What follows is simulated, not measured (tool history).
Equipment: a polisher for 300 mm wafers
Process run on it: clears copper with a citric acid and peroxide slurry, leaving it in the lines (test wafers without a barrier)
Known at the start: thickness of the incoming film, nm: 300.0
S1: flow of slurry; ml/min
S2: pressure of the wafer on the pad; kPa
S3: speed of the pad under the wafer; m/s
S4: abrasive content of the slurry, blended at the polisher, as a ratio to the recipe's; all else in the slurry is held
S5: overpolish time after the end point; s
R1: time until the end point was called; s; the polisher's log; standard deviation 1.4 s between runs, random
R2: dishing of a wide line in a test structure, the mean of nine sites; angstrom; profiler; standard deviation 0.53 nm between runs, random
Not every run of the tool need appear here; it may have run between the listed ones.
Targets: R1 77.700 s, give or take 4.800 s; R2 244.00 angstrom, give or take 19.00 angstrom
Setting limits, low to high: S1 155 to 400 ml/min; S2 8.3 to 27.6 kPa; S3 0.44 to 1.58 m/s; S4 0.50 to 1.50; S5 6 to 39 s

run	hour	S1	S2	S3	S4	S5	R1	R2
1	0.0	255	17.9	1.00	1.00	20	156.270	203.65
2	6.3	255	14.5	1.00	1.00	20	190.500	184.26
3	9.2	255	12.4	1.00	1.00	20	218.330	162.12
4	17.1	255	15.2	1.04	1.00	18	169.990	174.55
5	19.8	255	13.1	1.04	1.00	18	208.410	152.47
6	26.0	255	15.9	1.06	1.00	17	164.830	179.24
7	30.2	255	20.7	1.12	1.00	7	122.840	108.31
8	32.7	255	21.4	1.16	1.00	9	117.030	147.28
9	33.3	260	26.2	1.28	1.05	8	83.380	168.90
10	42.1	260	26.2	1.30	1.05	9	81.837	192.74
11	46.7	260	26.2	1.30	1.05	10	80.897	201.75
12	47.9	260	26.2	1.30	1.05	11	82.827	219.32

5 next moves are on the table. One of them brings every result within its allowed miss. Which?
A	49.1	310	25.5	1.40	1.00	12	?	?
B	49.1	225	26.2	1.40	0.90	9	?	?
C	49.1	255	25.5	1.38	1.05	9	?	?
D	49.1	290	24.1	1.36	0.75	14	?	?
E	49.1	305	27.6	1.10	1.15	15	?	?

move	R1	R2
A	77.707	246.01
B	80.252	195.45
C	79.574	196.52
D	90.377	245.84
E	88.612	262.88
A: all results land within tolerance of their targets
B: misses by more than the last run did
C: misses by more than the last run did
D: brings the result that was furthest off to its target, and leaves another outside
E: brings the result that was furthest off to its target, and leaves another outside
A meets every target.
